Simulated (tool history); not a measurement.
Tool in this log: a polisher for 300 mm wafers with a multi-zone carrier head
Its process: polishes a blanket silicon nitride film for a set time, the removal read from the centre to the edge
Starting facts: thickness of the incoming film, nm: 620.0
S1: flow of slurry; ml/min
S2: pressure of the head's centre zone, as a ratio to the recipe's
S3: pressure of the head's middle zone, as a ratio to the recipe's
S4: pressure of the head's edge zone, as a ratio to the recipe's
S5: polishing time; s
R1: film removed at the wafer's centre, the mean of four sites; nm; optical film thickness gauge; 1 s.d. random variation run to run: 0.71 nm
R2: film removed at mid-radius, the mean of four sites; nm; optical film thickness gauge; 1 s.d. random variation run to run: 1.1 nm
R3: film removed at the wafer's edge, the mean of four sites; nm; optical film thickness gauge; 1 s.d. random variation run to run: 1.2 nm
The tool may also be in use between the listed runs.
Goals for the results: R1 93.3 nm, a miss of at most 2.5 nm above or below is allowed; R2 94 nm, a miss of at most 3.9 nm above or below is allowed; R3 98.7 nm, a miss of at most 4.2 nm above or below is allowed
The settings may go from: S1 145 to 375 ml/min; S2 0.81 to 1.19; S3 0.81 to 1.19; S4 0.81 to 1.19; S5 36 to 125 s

run  hour   S1    S2    S3    S4  S5      R1      R2      R3
  1     0  240     1     1     1  80  153.52  159.51  159.24
  2   5.8  240     1     1  1.04  80  151.68   156.7  161.32
  3    10  240     1     1  1.04  90  172.16  177.42  180.58
  4  18.2  240  0.96     1  1.04  90  165.01  178.75  179.31
  5    23  240  0.96  0.93  1.04  90  168.35  164.69  177.89
  6  24.3  235  0.94  0.92  1.01  84  152.21  155.47  162.23
  7  30.8  230  0.93  0.91     1  78   141.8  142.97  150.79
  8  35.6  225  0.92   0.9  0.99  73  131.21  131.69  138.51
  9  37.3  225  0.92   0.9  0.99  73  130.22  129.36  139.81
 10  43.9  220  0.91  0.89  0.97  70  124.71     127  137.54
 11  48.4  240  0.91  0.89  0.97  65  115.72  115.64     123
 12  52.9  250   0.9  0.88  0.96  63  112.65  114.17  122.23
 13  58.1  250   0.9  0.88  0.95  61  109.36   110.8  115.34
 14  60.6  250  0.89  0.87  0.95  60   105.9   108.1  114.19
 15  66.9  255  0.89  0.86  0.94  59  104.61   104.2  113.24
 16  75.5  255  0.89  0.86  0.93  58  102.54  101.38  110.99
 17  83.7  255  0.89  0.87  0.91  57  102.04  100.55  109.56

Below are 5 possible settings for the next run. Only one of them brings all results inside the allowed miss of their targets. Which is it?
  A  91.9  290  1.12  0.99   0.9  47   ?   ?   ?
  B  91.9  190  0.84  0.84  0.81  57   ?   ?   ?
  C  91.9  375  1.06  1.11  1.09  42   ?   ?   ?
  D  91.9  285  0.93  0.92  0.94  47   ?   ?   ?
  E  91.9  260  0.85   0.9  0.95  51   ?   ?   ?

move      R1      R2      R3
   A  99.311  95.014  87.537
   B  93.805  95.585   97.65
   C  87.653  95.714  87.125
   D  87.338  89.251  89.283
   E  88.448  94.205  96.682
A: closer than the last run, but not yet in spec
B: meets every target
C: the result that was furthest off in the last run now lies on the other side of its target
D: the result that was furthest off in the last run now lies on the other side of its target
E: the result that was furthest off in the last run now lies on the other side of its target
Answer: B
